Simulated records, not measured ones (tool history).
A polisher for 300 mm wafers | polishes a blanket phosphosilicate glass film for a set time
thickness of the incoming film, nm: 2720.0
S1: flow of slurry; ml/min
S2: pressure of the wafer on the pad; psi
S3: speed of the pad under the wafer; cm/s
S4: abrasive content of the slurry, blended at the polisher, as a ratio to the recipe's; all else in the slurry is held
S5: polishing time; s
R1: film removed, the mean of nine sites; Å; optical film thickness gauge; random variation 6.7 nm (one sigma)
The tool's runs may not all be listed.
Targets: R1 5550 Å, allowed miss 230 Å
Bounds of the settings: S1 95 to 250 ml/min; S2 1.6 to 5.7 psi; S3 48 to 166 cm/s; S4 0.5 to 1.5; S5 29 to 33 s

{"run": 1, "hour": 0.0, "S1": 160, "S2": 3.6, "S3": 106, "S4": 1, "S5": 33, "R1": 4079.1}
{"run": 2, "hour": 8.2, "S1": 195, "S2": 3.6, "S3": 106, "S4": 1, "S5": 33, "R1": 4181}
{"run": 3, "hour": 16.3, "S1": 195, "S2": 3.6, "S3": 106, "S4": 1, "S5": 29, "R1": 3628.3}
{"run": 4, "hour": 24.9, "S1": 195, "S2": 3.8, "S3": 106, "S4": 1, "S5": 29, "R1": 3788}
{"run": 5, "hour": 28.0, "S1": 180, "S2": 3.8, "S3": 106, "S4": 1, "S5": 29, "R1": 3777.9}
{"run": 6, "hour": 34.0, "S1": 180, "S2": 3.8, "S3": 106, "S4": 0.9, "S5": 29, "R1": 3523.6}
{"run": 7, "hour": 34.9, "S1": 180, "S2": 4.1, "S3": 108, "S4": 0.9, "S5": 29, "R1": 3802.4}
{"run": 8, "hour": 39.1, "S1": 180, "S2": 4.3, "S3": 110, "S4": 0.9, "S5": 29, "R1": 3944.5}
{"run": 9, "hour": 43.4, "S1": 180, "S2": 4.5, "S3": 114, "S4": 0.9, "S5": 29, "R1": 4252.3}
{"run": 10, "hour": 47.9, "S1": 190, "S2": 5.5, "S3": 116, "S4": 0.9, "S5": 29, "R1": 4882.4}
{"run": 11, "hour": 51.9, "S1": 190, "S2": 5.5, "S3": 118, "S4": 0.9, "S5": 29, "R1": 4993.2}
{"run": 12, "hour": 59.6, "S1": 190, "S2": 5.5, "S3": 120, "S4": 0.9, "S5": 29, "R1": 5057.6}
{"run": 13, "hour": 67.4, "S1": 190, "S2": 5.5, "S3": 122, "S4": 0.9, "S5": 29, "R1": 5118.8}
{"run": 14, "hour": 75.2, "S1": 190, "S2": 5.5, "S3": 124, "S4": 0.9, "S5": 29, "R1": 5259.9}

5 next moves are on the table. One of them brings every result within its allowed miss. Which?
{"run": "A", "hour": 83.0, "S1": 205, "S2": 5.2, "S3": 116, "S4": 0.85, "S5": 30, "R1": "?"}
{"run": "B", "hour": 83.0, "S1": 195, "S2": 4.9, "S3": 152, "S4": 0.9, "S5": 31, "R1": "?"}
{"run": "C", "hour": 83.0, "S1": 205, "S2": 5.7, "S3": 124, "S4": 0.95, "S5": 29, "R1": "?"}
{"run": "D", "hour": 83.0, "S1": 175, "S2": 5, "S3": 124, "S4": 0.85, "S5": 31, "R1": "?"}
{"run": "E", "hour": 83.0, "S1": 165, "S2": 5.5, "S3": 104, "S4": 0.95, "S5": 32, "R1": "?"}

move=A R1=4807.4
move=B R1=5980.9
move=C R1=5501.7
move=D R1=4970.8
move=E R1=5015.6
A: further off than the last run
B: takes the result that was furthest off past its target
C: meets every target
D: further off than the last run
E: further off than the last run
The right move is C.
